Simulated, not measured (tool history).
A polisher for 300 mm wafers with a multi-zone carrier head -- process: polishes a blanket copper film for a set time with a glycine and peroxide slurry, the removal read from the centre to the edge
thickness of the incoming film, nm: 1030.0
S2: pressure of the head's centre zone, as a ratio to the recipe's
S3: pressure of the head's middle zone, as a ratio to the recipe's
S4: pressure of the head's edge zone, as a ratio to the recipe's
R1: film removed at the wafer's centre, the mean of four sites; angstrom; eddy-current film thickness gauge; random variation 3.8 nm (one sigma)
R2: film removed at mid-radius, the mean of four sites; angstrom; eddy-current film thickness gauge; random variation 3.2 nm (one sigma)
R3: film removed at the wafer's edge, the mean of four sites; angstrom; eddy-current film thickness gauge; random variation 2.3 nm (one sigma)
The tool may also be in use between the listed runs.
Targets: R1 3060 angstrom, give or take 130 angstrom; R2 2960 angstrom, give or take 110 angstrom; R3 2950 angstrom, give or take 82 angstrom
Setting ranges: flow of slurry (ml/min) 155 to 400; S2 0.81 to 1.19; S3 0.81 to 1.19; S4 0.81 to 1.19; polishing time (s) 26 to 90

{"run": 1, "hour": 0.0, "flow of slurry (ml/min)": 255, "S2": 1, "S3": 1, "S4": 1, "polishing time (s)": 58, "R1": 2334.2, "R2": 2498.6, "R3": 2444.6}
{"run": 2, "hour": 5.0, "flow of slurry (ml/min)": 195, "S2": 1, "S3": 1, "S4": 1, "polishing time (s)": 58, "R1": 2217.7, "R2": 2340.4, "R3": 2378.9}
{"run": 3, "hour": 9.6, "flow of slurry (ml/min)": 195, "S2": 1, "S3": 1, "S4": 0.93, "polishing time (s)": 58, "R1": 2331.5, "R2": 2361.4, "R3": 2315.6}
{"run": 4, "hour": 15.2, "flow of slurry (ml/min)": 155, "S2": 1, "S3": 1, "S4": 0.93, "polishing time (s)": 58, "R1": 2167.4, "R2": 2262, "R3": 2206.1}
{"run": 5, "hour": 16.9, "flow of slurry (ml/min)": 205, "S2": 1.02, "S3": 1, "S4": 0.96, "polishing time (s)": 59, "R1": 2324.4, "R2": 2433, "R3": 2369.5}
{"run": 6, "hour": 18.0, "flow of slurry (ml/min)": 205, "S2": 1.02, "S3": 1, "S4": 1, "polishing time (s)": 59, "R1": 2418.2, "R2": 2402.9, "R3": 2431.4}
{"run": 7, "hour": 19.9, "flow of slurry (ml/min)": 240, "S2": 1.03, "S3": 1.02, "S4": 1.04, "polishing time (s)": 60, "R1": 2577.1, "R2": 2517.1, "R3": 2568.8}
{"run": 8, "hour": 27.6, "flow of slurry (ml/min)": 265, "S2": 1.03, "S3": 1.04, "S4": 1.06, "polishing time (s)": 61, "R1": 2630.7, "R2": 2656, "R3": 2592.1}
{"run": 9, "hour": 35.2, "flow of slurry (ml/min)": 285, "S2": 1.04, "S3": 1.04, "S4": 1.08, "polishing time (s)": 62, "R1": 2730.1, "R2": 2709.9, "R3": 2743.3}
{"run": 10, "hour": 44.1, "flow of slurry (ml/min)": 300, "S2": 1.05, "S3": 1.05, "S4": 1.09, "polishing time (s)": 62, "R1": 2776.3, "R2": 2767.1, "R3": 2729.4}
{"run": 11, "hour": 46.9, "flow of slurry (ml/min)": 310, "S2": 1.06, "S3": 1.05, "S4": 1.11, "polishing time (s)": 63, "R1": 2852.6, "R2": 2862, "R3": 2835.7}
{"run": 12, "hour": 55.8, "flow of slurry (ml/min)": 310, "S2": 1.06, "S3": 1.05, "S4": 1.11, "polishing time (s)": 63, "R1": 2817.5, "R2": 2819.8, "R3": 2818.4}
{"run": 13, "hour": 63.6, "flow of slurry (ml/min)": 320, "S2": 1.07, "S3": 1.06, "S4": 1.12, "polishing time (s)": 63, "R1": 2844.9, "R2": 2885.2, "R3": 2803.6}
{"run": 14, "hour": 70.6, "flow of slurry (ml/min)": 325, "S2": 1.08, "S3": 1.06, "S4": 1.13, "polishing time (s)": 63, "R1": 2874.5, "R2": 2856.1, "R3": 2880.8}

Below are 5 possible settings for the next run. Only one of them brings all results inside the allowed miss of their targets. Which is it?
{"run": "A", "hour": 77.6, "flow of slurry (ml/min)": 345, "S2": 0.97, "S3": 1.03, "S4": 1.19, "polishing time (s)": 64, "R1": "?", "R2": "?", "R3": "?"}
{"run": "B", "hour": 77.6, "flow of slurry (ml/min)": 305, "S2": 1.06, "S3": 1.15, "S4": 1.12, "polishing time (s)": 60, "R1": "?", "R2": "?", "R3": "?"}
{"run": "C", "hour": 77.6, "flow of slurry (ml/min)": 305, "S2": 1.18, "S3": 1.04, "S4": 1.09, "polishing time (s)": 61, "R1": "?", "R2": "?", "R3": "?"}
{"run": "D", "hour": 77.6, "flow of slurry (ml/min)": 325, "S2": 1.1, "S3": 1.05, "S4": 1.1, "polishing time (s)": 66, "R1": "?", "R2": "?", "R3": "?"}
{"run": "E", "hour": 77.6, "flow of slurry (ml/min)": 315, "S2": 1.07, "S3": 1.02, "S4": 1.19, "polishing time (s)": 68, "R1": "?", "R2": "?", "R3": "?"}

move=A R1=2652.3 R2=2866 R3=2993.7
move=B R1=2686.7 R2=2917.3 R3=2691.5
move=C R1=3040.6 R2=2719.8 R3=2702.9
move=D R1=3086.5 R2=2986.3 R3=2951.5
move=E R1=3081.9 R2=2993.2 R3=3160.8
A: further off than the last run
B: further off than the last run
C: brings the result that was furthest off to its target, and leaves another outside
D: each result inside its tolerance
E: brings the result that was furthest off to its target, and leaves another outside
Answer: D

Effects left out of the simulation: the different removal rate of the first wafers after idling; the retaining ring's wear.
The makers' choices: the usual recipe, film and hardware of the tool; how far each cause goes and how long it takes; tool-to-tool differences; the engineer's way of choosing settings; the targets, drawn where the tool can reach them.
